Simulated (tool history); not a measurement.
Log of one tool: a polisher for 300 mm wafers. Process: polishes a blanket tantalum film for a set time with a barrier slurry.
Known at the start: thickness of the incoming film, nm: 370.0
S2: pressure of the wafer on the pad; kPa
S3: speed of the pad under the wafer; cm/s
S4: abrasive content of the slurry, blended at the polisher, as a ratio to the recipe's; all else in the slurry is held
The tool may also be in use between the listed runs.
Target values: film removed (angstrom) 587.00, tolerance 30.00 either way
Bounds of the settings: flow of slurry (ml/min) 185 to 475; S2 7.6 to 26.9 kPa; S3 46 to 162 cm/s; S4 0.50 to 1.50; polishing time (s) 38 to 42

Run 1, hour 0.0: flow of slurry (ml/min) 305, S2 17.2 kPa, S3 104 cm/s, S4 1.00, polishing time (s) 42. Result: film removed (angstrom) 897.76.
Run 2, hour 6.4: flow of slurry (ml/min) 305, S2 16.5 kPa, S3 104 cm/s, S4 1.00, polishing time (s) 42. Result: film removed (angstrom) 881.07.
Run 3, hour 7.7: flow of slurry (ml/min) 260, S2 16.5 kPa, S3 104 cm/s, S4 1.00, polishing time (s) 42. Result: film removed (angstrom) 868.21.
Run 4, hour 8.3: flow of slurry (ml/min) 260, S2 20.0 kPa, S3 104 cm/s, S4 1.00, polishing time (s) 42. Result: film removed (angstrom) 977.37.
Run 5, hour 11.9: flow of slurry (ml/min) 260, S2 18.6 kPa, S3 102 cm/s, S4 1.00, polishing time (s) 42. Result: film removed (angstrom) 909.86.
Run 6, hour 18.9: flow of slurry (ml/min) 260, S2 18.6 kPa, S3 102 cm/s, S4 1.00, polishing time (s) 42. Result: film removed (angstrom) 893.96.
Run 7, hour 23.5: flow of slurry (ml/min) 260, S2 13.8 kPa, S3 98 cm/s, S4 1.00, polishing time (s) 42. Result: film removed (angstrom) 744.12.
Run 8, hour 24.9: flow of slurry (ml/min) 260, S2 13.1 kPa, S3 98 cm/s, S4 1.00, polishing time (s) 42. Result: film removed (angstrom) 723.35.
Run 9, hour 28.3: flow of slurry (ml/min) 260, S2 12.4 kPa, S3 98 cm/s, S4 1.00, polishing time (s) 42. Result: film removed (angstrom) 698.83.
Run 10, hour 35.4: flow of slurry (ml/min) 260, S2 11.7 kPa, S3 98 cm/s, S4 1.00, polishing time (s) 42. Result: film removed (angstrom) 683.99.
Run 11, hour 40.2: flow of slurry (ml/min) 260, S2 11.0 kPa, S3 98 cm/s, S4 1.00, polishing time (s) 42. Result: film removed (angstrom) 660.35.

Below are 5 possible settings for the next run. Only one of them brings all results inside the allowed miss of their targets. Which is it?
Run A, hour 45.0: flow of slurry (ml/min) 335, S2 11.7 kPa, S3 112 cm/s, S4 0.95, polishing time (s) 42. Result: film removed (angstrom) ?.
Run B, hour 45.0: flow of slurry (ml/min) 240, S2 11.7 kPa, S3 112 cm/s, S4 0.95, polishing time (s) 42. Result: film removed (angstrom) ?.
Run C, hour 45.0: flow of slurry (ml/min) 235, S2 11.0 kPa, S3 98 cm/s, S4 1.00, polishing time (s) 38. Result: film removed (angstrom) ?.
Run D, hour 45.0: flow of slurry (ml/min) 225, S2 12.4 kPa, S3 98 cm/s, S4 0.85, polishing time (s) 42. Result: film removed (angstrom) ?.
Run E, hour 45.0: flow of slurry (ml/min) 225, S2 13.8 kPa, S3 96 cm/s, S4 0.95, polishing time (s) 42. Result: film removed (angstrom) ?.

move  film removed (angstrom)
   A                   763.90
   B                   738.02
   C                   588.62
   D                   645.49
   E                   700.93
A: misses by more than the last run did
B: misses by more than the last run did
C: meets every target
D: nearer than the last run, and not there yet
E: misses by more than the last run did
C is the move that brings every result within its allowed miss.

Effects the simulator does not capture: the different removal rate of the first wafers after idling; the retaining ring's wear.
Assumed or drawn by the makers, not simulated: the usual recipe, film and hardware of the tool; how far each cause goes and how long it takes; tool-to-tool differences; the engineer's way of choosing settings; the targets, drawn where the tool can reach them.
